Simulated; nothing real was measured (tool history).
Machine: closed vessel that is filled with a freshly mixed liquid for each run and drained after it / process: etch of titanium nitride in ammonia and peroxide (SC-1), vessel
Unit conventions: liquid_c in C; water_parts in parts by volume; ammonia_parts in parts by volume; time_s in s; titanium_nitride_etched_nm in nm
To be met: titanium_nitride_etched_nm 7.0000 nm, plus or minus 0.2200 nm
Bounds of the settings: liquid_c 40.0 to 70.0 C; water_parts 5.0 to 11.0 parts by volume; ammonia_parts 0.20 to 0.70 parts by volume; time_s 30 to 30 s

run    day  liquid_c  water_parts  ammonia_parts  time_s  titanium_nitride_etched_nm
  1  0.000      56.0          6.0           0.40      30                      3.0065
  2  0.175      56.0          7.5           0.40      30                      2.7259
  3  0.417      56.0          7.5           0.40      30                      2.7155
  4  0.758      56.0          7.5           0.40      30                      2.7249
  5  1.029      56.0          5.5           0.40      30                      3.1731
  6  1.325      59.0          5.5           0.40      30                      3.9308
  7  1.696      59.0          5.5           0.40      30                      3.8387
  8  1.796      61.5          5.5           0.40      30                      4.5444
  9  1.829      63.0          5.5           0.40      30                      5.0644
 10  1.917      64.0          5.5           0.40      30                      5.3210
 11  1.979      65.0          5.5           0.40      30                      5.7340
 12  2.188      65.0          5.5           0.40      30                      5.6901
 13  2.542      66.0          5.5           0.40      30                      5.9844
 14  2.783      69.0          5.5           0.40      30                      7.3529

Below are 4 possible settings for the next run. Only one of them brings all results inside the allowed miss of their targets. Which is it?
  A  3.025      70.0          5.5           0.30      30                           ?
  B  3.025      69.0          5.5           0.65      30                           ?
  C  3.025      70.0          6.0           0.25      30                           ?
  D  3.025      70.0          6.0           0.40      30                           ?

move  titanium_nitride_etched_nm
   A                      7.5544
   B                      8.0420
   C                      7.0091
   D                      7.6059
A: lands further from the targets than the last run did
B: lands further from the targets than the last run did
C: meets every target
D: lands further from the targets than the last run did
The right move is C.
